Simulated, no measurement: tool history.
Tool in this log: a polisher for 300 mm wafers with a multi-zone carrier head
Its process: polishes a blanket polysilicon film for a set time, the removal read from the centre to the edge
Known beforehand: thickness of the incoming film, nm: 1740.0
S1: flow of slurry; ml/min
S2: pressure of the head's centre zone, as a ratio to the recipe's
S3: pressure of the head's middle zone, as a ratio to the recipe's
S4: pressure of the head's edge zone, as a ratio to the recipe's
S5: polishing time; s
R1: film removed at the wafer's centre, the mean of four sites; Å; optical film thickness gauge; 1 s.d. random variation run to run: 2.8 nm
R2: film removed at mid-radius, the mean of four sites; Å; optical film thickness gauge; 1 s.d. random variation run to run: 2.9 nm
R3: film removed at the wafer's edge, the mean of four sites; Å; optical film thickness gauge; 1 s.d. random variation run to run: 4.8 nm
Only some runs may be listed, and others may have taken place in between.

{"run": 1, "hour": 0.0, "S1": 170, "S2": 1, "S3": 1, "S4": 1, "S5": 70, "R1": 3662.8, "R2": 3324.1, "R3": 3334.6}
{"run": 2, "hour": 0.6, "S1": 135, "S2": 1, "S3": 1, "S4": 1, "S5": 70, "R1": 3524.3, "R2": 3188.4, "R3": 3293.8}
{"run": 3, "hour": 2.4, "S1": 145, "S2": 0.98, "S3": 1.04, "S4": 1.06, "S5": 73, "R1": 3662.7, "R2": 3488.7, "R3": 3476.9}
{"run": 4, "hour": 9.2, "S1": 145, "S2": 0.94, "S3": 1.04, "S4": 1.06, "S5": 73, "R1": 3484.2, "R2": 3472.8, "R3": 3441.2}
{"run": 5, "hour": 16.2, "S1": 145, "S2": 0.89, "S3": 1.04, "S4": 1.06, "S5": 73, "R1": 3336.7, "R2": 3502.7, "R3": 3566.9}
{"run": 6, "hour": 23.1, "S1": 110, "S2": 0.89, "S3": 1.04, "S4": 1.06, "S5": 73, "R1": 3147, "R2": 3275, "R3": 3346}
{"hour": 28.0, "done": "centre zone pressure recalibrated"}
{"run": 7, "hour": 28.0, "S1": 155, "S2": 0.89, "S3": 1.04, "S4": 1.09, "S5": 74, "R1": 3081.4, "R2": 3539.8, "R3": 3622.1}

Run 8 is up next; what results do you expect?
{"run": 8, "hour": 31.5, "S1": 180, "S2": 0.93, "S3": 1.03, "S4": 1.09, "S5": 76, "R1": "?", "R2": "?", "R3": "?"}

For run 8 the tool returned R1 3416 Å, R2 3740.2 Å, R3 3839.5 Å.
